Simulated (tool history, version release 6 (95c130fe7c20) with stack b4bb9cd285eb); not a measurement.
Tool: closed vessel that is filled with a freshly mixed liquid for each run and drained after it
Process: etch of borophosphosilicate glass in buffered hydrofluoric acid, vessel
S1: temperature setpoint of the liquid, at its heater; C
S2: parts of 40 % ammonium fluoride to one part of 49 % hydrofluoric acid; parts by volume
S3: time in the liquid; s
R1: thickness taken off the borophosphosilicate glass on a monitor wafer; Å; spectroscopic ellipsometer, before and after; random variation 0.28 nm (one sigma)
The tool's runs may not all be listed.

| run | day | S1 | S2 | S3 | R1 |
|---|---|---|---|---|---|
| 1 | 0 | 20 | 23 | 35 | 317.92 |
| 2 | 0.3 | 17 | 23 | 35 | 267.74 |
| 3 | 0.512 | 17 | 26.5 | 35 | 245.41 |
| 4 | 0.838 | 19 | 26.5 | 35 | 270.42 |
| 5 | 1.033 | 17 | 26.5 | 35 | 241.62 |
| 6 | 1.354 | 17 | 20 | 35 | 297.6 |
| 7 | 1.496 | 18.5 | 20 | 35 | 323.51 |
| 8 | 1.546 | 20 | 20 | 35 | 350.85 |
| 9 | 1.721 | 21 | 20 | 35 | 365.94 |
| 10 | 1.929 | 22 | 20 | 35 | 391.5 |

Forecast run 11:
| 11 | 2.279 | 22.5 | 20 | 35 | ? |

Run 11 gave R1 406.14 Å.
